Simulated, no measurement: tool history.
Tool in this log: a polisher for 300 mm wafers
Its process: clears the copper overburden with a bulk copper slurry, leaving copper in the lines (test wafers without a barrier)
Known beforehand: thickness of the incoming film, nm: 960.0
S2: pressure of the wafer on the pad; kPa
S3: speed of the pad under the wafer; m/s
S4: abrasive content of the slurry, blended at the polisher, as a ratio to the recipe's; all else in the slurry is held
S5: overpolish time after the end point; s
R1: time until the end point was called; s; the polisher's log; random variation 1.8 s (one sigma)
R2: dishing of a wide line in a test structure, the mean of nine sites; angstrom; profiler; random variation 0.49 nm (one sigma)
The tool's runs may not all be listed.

Run 1, hour 0.0: flow of slurry (ml/min) 140, S2 17.2 kPa, S3 1.06 m/s, S4 1.0, S5 8 s. Result: R1 116.80 s, R2 305.10 angstrom.
Run 2, hour 3.1: flow of slurry (ml/min) 140, S2 19.3 kPa, S3 1.06 m/s, S4 1.0, S5 8 s. Result: R1 106.54 s, R2 319.85 angstrom.
Run 3, hour 11.3: flow of slurry (ml/min) 140, S2 19.3 kPa, S3 1.06 m/s, S4 1.0, S5 11 s. Result: R1 106.14 s, R2 388.26 angstrom.
Run 4, hour 12.8: flow of slurry (ml/min) 140, S2 17.2 kPa, S3 1.06 m/s, S4 1.0, S5 11 s. Result: R1 116.90 s, R2 355.90 angstrom.
Run 5, hour 15.7: flow of slurry (ml/min) 140, S2 17.2 kPa, S3 1.16 m/s, S4 1.0, S5 11 s. Result: R1 106.29 s, R2 362.79 angstrom.
Run 6, hour 22.6: flow of slurry (ml/min) 125, S2 17.2 kPa, S3 1.16 m/s, S4 1.0, S5 11 s. Result: R1 108.95 s, R2 378.85 angstrom.
Run 7, hour 29.5: flow of slurry (ml/min) 120, S2 14.5 kPa, S3 1.16 m/s, S4 1.0, S5 11 s. Result: R1 126.00 s, R2 326.63 angstrom.
Run 8, hour 36.7: flow of slurry (ml/min) 115, S2 13.1 kPa, S3 1.16 m/s, S4 1.0, S5 11 s. Result: R1 136.21 s, R2 328.74 angstrom.
Run 9, hour 41.2: flow of slurry (ml/min) 115, S2 11.7 kPa, S3 1.16 m/s, S4 1.0, S5 11 s. Result: R1 151.97 s, R2 303.77 angstrom.

Estimate the outcome of run 10 from the log above:
Run 10, hour 42.6: flow of slurry (ml/min) 115, S2 11.0 kPa, S3 1.16 m/s, S4 1.0, S5 11 s. Result: R1 ?, R2 ?.

For run 10 the tool returned R1 159.38 s, R2 295.64 angstrom.
